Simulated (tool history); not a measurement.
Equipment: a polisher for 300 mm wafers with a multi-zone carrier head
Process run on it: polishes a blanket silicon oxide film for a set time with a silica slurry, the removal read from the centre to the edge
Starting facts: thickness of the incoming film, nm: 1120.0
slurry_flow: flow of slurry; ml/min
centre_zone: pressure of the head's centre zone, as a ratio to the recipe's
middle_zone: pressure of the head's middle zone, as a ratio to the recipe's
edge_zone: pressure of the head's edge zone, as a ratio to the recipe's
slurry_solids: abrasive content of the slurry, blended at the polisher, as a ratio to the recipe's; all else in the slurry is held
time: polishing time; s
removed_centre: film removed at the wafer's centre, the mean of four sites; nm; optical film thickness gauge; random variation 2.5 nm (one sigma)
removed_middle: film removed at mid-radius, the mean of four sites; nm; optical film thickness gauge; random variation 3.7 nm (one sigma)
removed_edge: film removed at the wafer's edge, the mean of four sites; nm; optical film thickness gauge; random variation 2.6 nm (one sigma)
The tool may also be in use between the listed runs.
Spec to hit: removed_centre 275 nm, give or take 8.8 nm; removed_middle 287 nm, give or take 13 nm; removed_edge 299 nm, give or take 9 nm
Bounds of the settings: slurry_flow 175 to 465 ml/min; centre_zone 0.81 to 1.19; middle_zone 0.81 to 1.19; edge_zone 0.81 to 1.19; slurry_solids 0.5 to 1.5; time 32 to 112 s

{"run": 1, "hour": 0.0, "slurry_flow": 295, "centre_zone": 1, "middle_zone": 1, "edge_zone": 1, "slurry_solids": 1, "time": 72, "removed_centre": 199.57, "removed_middle": 205.44, "removed_edge": 211.09}
{"run": 2, "hour": 0.9, "slurry_flow": 295, "centre_zone": 1.01, "middle_zone": 1.01, "edge_zone": 1.03, "slurry_solids": 1.1, "time": 73, "removed_centre": 216.48, "removed_middle": 225.97, "removed_edge": 225.46}
{"run": 3, "hour": 8.8, "slurry_flow": 235, "centre_zone": 1.01, "middle_zone": 1.01, "edge_zone": 1.03, "slurry_solids": 1.1, "time": 73, "removed_centre": 213.86, "removed_middle": 222.3, "removed_edge": 220.08}
{"run": 4, "hour": 12.4, "slurry_flow": 235, "centre_zone": 1.01, "middle_zone": 0.95, "edge_zone": 1.03, "slurry_solids": 1.1, "time": 73, "removed_centre": 211.8, "removed_middle": 211.39, "removed_edge": 223.58}
{"run": 5, "hour": 16.1, "slurry_flow": 245, "centre_zone": 1.01, "middle_zone": 0.95, "edge_zone": 1.06, "slurry_solids": 1.2, "time": 74, "removed_centre": 226.06, "removed_middle": 222.59, "removed_edge": 244.33}
{"run": 6, "hour": 16.8, "slurry_flow": 255, "centre_zone": 1.02, "middle_zone": 0.98, "edge_zone": 1.09, "slurry_solids": 1.25, "time": 74, "removed_centre": 234.36, "removed_middle": 235.97, "removed_edge": 248.43}
{"run": 7, "hour": 17.5, "slurry_flow": 265, "centre_zone": 1.02, "middle_zone": 0.99, "edge_zone": 1.11, "slurry_solids": 1.3, "time": 75, "removed_centre": 242.54, "removed_middle": 242.79, "removed_edge": 260.58}
{"run": 8, "hour": 24.4, "slurry_flow": 270, "centre_zone": 1.02, "middle_zone": 1, "edge_zone": 1.12, "slurry_solids": 1.35, "time": 76, "removed_centre": 250.08, "removed_middle": 255.26, "removed_edge": 274.1}
{"run": 9, "hour": 25.3, "slurry_flow": 275, "centre_zone": 1.03, "middle_zone": 1.01, "edge_zone": 1.13, "slurry_solids": 1.4, "time": 76, "removed_centre": 258.61, "removed_middle": 261.74, "removed_edge": 275.94}
{"run": 10, "hour": 26.2, "slurry_flow": 275, "centre_zone": 1.03, "middle_zone": 1.02, "edge_zone": 1.14, "slurry_solids": 1.4, "time": 76, "removed_centre": 259.89, "removed_middle": 259.22, "removed_edge": 277.9}
{"run": 11, "hour": 32.7, "slurry_flow": 280, "centre_zone": 1.03, "middle_zone": 1.03, "edge_zone": 1.14, "slurry_solids": 1.4, "time": 76, "removed_centre": 259.97, "removed_middle": 271.09, "removed_edge": 278.06}
{"run": 12, "hour": 39.2, "slurry_flow": 285, "centre_zone": 1.03, "middle_zone": 1.03, "edge_zone": 1.15, "slurry_solids": 1.4, "time": 76, "removed_centre": 259.99, "removed_middle": 257.48, "removed_edge": 281.65}
{"run": 13, "hour": 47.5, "slurry_flow": 285, "centre_zone": 1.03, "middle_zone": 1.04, "edge_zone": 1.15, "slurry_solids": 1.4, "time": 76, "removed_centre": 260.07, "removed_middle": 265.43, "removed_edge": 280.45}
{"run": 14, "hour": 49.6, "slurry_flow": 285, "centre_zone": 1.03, "middle_zone": 1.05, "edge_zone": 1.16, "slurry_solids": 1.4, "time": 76, "removed_centre": 259.98, "removed_middle": 270.25, "removed_edge": 279.16}
{"run": 15, "hour": 51.5, "slurry_flow": 290, "centre_zone": 1.03, "middle_zone": 1.05, "edge_zone": 1.17, "slurry_solids": 1.4, "time": 76, "removed_centre": 254.67, "removed_middle": 274.71, "removed_edge": 282.96}
{"run": 16, "hour": 55.1, "slurry_flow": 295, "centre_zone": 1.03, "middle_zone": 1.05, "edge_zone": 1.17, "slurry_solids": 1.4, "time": 76, "removed_centre": 257.85, "removed_middle": 272.62, "removed_edge": 277.01}
{"run": 17, "hour": 55.7, "slurry_flow": 295, "centre_zone": 1.03, "middle_zone": 1.05, "edge_zone": 1.17, "slurry_solids": 1.45, "time": 77, "removed_centre": 263.23, "removed_middle": 272.46, "removed_edge": 291.7}
{"run": 18, "hour": 63.3, "slurry_flow": 295, "centre_zone": 1.03, "middle_zone": 1.06, "edge_zone": 1.17, "slurry_solids": 1.45, "time": 77, "removed_centre": 264.76, "removed_middle": 279.33, "removed_edge": 287.69}

Exactly one of the 4 candidate moves below puts every result within its allowed miss. Which one?
{"run": "A", "hour": 70.9, "slurry_flow": 265, "centre_zone": 1.06, "middle_zone": 1.09, "edge_zone": 1.19, "slurry_solids": 1.5, "time": 78, "removed_centre": "?", "removed_middle": "?", "removed_edge": "?"}
{"run": "B", "hour": 70.9, "slurry_flow": 295, "centre_zone": 1.07, "middle_zone": 1.04, "edge_zone": 1.13, "slurry_solids": 1.25, "time": 87, "removed_centre": "?", "removed_middle": "?", "removed_edge": "?"}
{"run": "C", "hour": 70.9, "slurry_flow": 260, "centre_zone": 1.08, "middle_zone": 0.99, "edge_zone": 1.11, "slurry_solids": 1.45, "time": 76, "removed_centre": "?", "removed_middle": "?", "removed_edge": "?"}
{"run": "D", "hour": 70.9, "slurry_flow": 305, "centre_zone": 1.02, "middle_zone": 1.19, "edge_zone": 1.14, "slurry_solids": 1.35, "time": 77, "removed_centre": "?", "removed_middle": "?", "removed_edge": "?"}

move=A removed_centre=280.76 removed_middle=287.72 removed_edge=300.82
move=B removed_centre=295.48 removed_middle=290.81 removed_edge=304.43
move=C removed_centre=274.26 removed_middle=259.62 removed_edge=278.8
move=D removed_centre=259.13 removed_middle=291.97 removed_edge=280.51
A: meets every target
B: the furthest-off result lands on target, but another misses its tolerance
C: lands further from the targets than the last run did
D: lands further from the targets than the last run did
A meets every target.

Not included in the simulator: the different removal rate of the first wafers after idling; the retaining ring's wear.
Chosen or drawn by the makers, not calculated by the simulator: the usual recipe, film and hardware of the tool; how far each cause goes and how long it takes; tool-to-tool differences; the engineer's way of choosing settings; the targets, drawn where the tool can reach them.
